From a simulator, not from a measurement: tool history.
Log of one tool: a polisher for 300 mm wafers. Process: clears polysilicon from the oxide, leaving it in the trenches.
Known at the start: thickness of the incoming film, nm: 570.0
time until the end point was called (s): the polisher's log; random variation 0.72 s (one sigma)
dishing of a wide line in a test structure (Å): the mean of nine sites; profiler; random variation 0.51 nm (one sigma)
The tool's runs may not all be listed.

run	hour	flow of slurry (ml/min)	pressure of the wafer on the pad (psi)	speed of the pad under the wafer (m/s)	overpolish time after the end point (s)	time until the end point was called (s)	dishing of a wide line in a test structure (Å)
1	0.0	210	3.5	0.80	11	40.267	308.68
2	7.0	210	3.3	0.80	9	42.265	313.37
3	10.4	210	3.3	0.76	12	43.999	325.97
4	12.5	255	3.3	0.76	12	43.020	318.31
5	21.0	275	3.2	0.72	10	45.696	330.98
6	27.5	240	3.0	0.76	11	46.793	316.55
7	33.9	215	2.7	0.82	9	49.030	300.68
8	40.6	195	2.4	0.88	8	51.834	285.85
9	44.0	180	2.2	0.94	7	54.202	275.68
10	47.8	180	2.2	0.94	7	53.359	292.28
11	53.5	165	2.1	1.00	6	52.693	278.66

Run 12 comes next. What will it give?
# hour 55.3: slurry nozzle cleaned
12	55.3	125	1.6	1.18	3	?	?

{"run 12": {"time until the end point was called (s)": 57.08, "dishing of a wide line in a test structure (Å)": 182.94}}
